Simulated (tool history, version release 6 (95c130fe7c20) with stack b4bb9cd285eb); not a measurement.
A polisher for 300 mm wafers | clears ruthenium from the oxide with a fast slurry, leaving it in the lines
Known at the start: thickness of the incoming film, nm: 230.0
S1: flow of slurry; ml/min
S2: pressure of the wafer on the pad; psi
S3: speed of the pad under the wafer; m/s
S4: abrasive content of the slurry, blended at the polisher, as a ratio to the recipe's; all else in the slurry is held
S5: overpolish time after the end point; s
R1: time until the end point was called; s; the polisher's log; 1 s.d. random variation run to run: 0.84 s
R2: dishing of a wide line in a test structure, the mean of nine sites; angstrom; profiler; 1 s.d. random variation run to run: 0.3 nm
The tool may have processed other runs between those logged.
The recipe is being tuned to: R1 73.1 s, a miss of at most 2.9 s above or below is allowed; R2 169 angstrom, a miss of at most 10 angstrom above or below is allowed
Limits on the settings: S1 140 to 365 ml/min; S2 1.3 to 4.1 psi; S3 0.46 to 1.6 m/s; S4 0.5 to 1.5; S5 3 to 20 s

Run 1, day 0: S1 235 ml/min, S2 2.7 psi, S3 1.02 m/s, S4 1, S5 10 s. Result: R1 67.896 s, R2 287.31 angstrom.
Run 2, day 0.167: S1 215 ml/min, S2 2.7 psi, S3 1.02 m/s, S4 1, S5 10 s. Result: R1 67.848 s, R2 272.45 angstrom.
Run 3, day 0.488: S1 215 ml/min, S2 2.7 psi, S3 1.02 m/s, S4 1, S5 12 s. Result: R1 68.197 s, R2 331.97 angstrom.
Run 4, day 0.696: S1 215 ml/min, S2 2.3 psi, S3 1.02 m/s, S4 1, S5 12 s. Result: R1 78.068 s, R2 289.07 angstrom.
Run 5, day 0.804: S1 215 ml/min, S2 2.3 psi, S3 1.02 m/s, S4 1, S5 11 s. Result: R1 80.761 s, R2 267.31 angstrom.
Run 6, day 0.842: S1 215 ml/min, S2 2.4 psi, S3 1.02 m/s, S4 1, S5 10 s. Result: R1 77.272 s, R2 251.48 angstrom.
Run 7, day 0.946: S1 215 ml/min, S2 2.4 psi, S3 1.02 m/s, S4 1, S5 9 s. Result: R1 77.398 s, R2 233.63 angstrom.
Run 8, day 1.2: S1 215 ml/min, S2 2.4 psi, S3 1.02 m/s, S4 1, S5 8 s. Result: R1 75.509 s, R2 207.37 angstrom.
Run 9, day 1.379: S1 210 ml/min, S2 2.4 psi, S3 1.02 m/s, S4 1, S5 7 s. Result: R1 76.365 s, R2 187 angstrom.
Run 10, day 1.45: S1 210 ml/min, S2 2.4 psi, S3 1.02 m/s, S4 1, S5 7 s. Result: R1 76.835 s, R2 182.83 angstrom.

5 candidate next runs follow, results not yet known. Just one meets every target within its allowed miss. Identify it.
Run A, day 1.521: S1 225 ml/min, S2 2.6 psi, S3 1.08 m/s, S4 1.15, S5 6 s. Result: R1 ?, R2 ?.
Run B, day 1.521: S1 270 ml/min, S2 2.4 psi, S3 0.84 m/s, S4 1.1, S5 6 s. Result: R1 ?, R2 ?.
Run C, day 1.521: S1 240 ml/min, S2 2.6 psi, S3 0.86 m/s, S4 1.2, S5 6 s. Result: R1 ?, R2 ?.
Run D, day 1.521: S1 225 ml/min, S2 2.7 psi, S3 0.9 m/s, S4 1, S5 7 s. Result: R1 ?, R2 ?.
Run E, day 1.521: S1 205 ml/min, S2 2.5 psi, S3 1.16 m/s, S4 0.8, S5 7 s. Result: R1 ?, R2 ?.

move      R1      R2
   A  64.199  182.38
   B  83.017  144.24
   C  73.858  160.59
   D  74.388  183.51
   E   73.72     185
A: misses by more than the last run did
B: carries the result that was furthest off beyond its target, to the other side
C: every result lands within tolerance
D: as far off as the last run
E: misses by more than the last run did
Answer: C
